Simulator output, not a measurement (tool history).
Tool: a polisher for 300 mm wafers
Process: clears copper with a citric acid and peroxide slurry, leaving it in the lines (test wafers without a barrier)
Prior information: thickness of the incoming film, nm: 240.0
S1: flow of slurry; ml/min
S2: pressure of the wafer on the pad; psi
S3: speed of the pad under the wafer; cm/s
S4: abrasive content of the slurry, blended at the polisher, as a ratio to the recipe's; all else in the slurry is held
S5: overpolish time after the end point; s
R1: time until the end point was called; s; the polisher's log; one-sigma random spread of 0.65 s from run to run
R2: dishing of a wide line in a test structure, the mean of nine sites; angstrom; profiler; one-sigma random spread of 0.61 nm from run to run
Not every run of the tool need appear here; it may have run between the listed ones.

run	hour	S1	S2	S3	S4	S5	R1	R2
1	0.0	260	2.8	102	1.00	20	94.428	285.93
2	4.9	260	3.2	104	1.00	20	79.269	332.37
3	11.3	260	3.2	104	1.05	20	78.300	327.69
4	19.0	260	3.5	104	1.05	20	73.174	349.17
5	25.8	260	2.9	104	1.05	20	89.024	300.23
6	30.5	260	2.9	104	1.05	24	88.750	354.66
7	37.3	260	3.2	104	1.05	23	79.369	369.60
8	41.9	260	3.5	104	1.05	23	72.357	391.18

Run 9 comes next. What will it give?
9	50.8	260	3.7	104	1.05	23	?	?

For run 9 the tool returned R1 71.136 s, R2 406.40 angstrom.
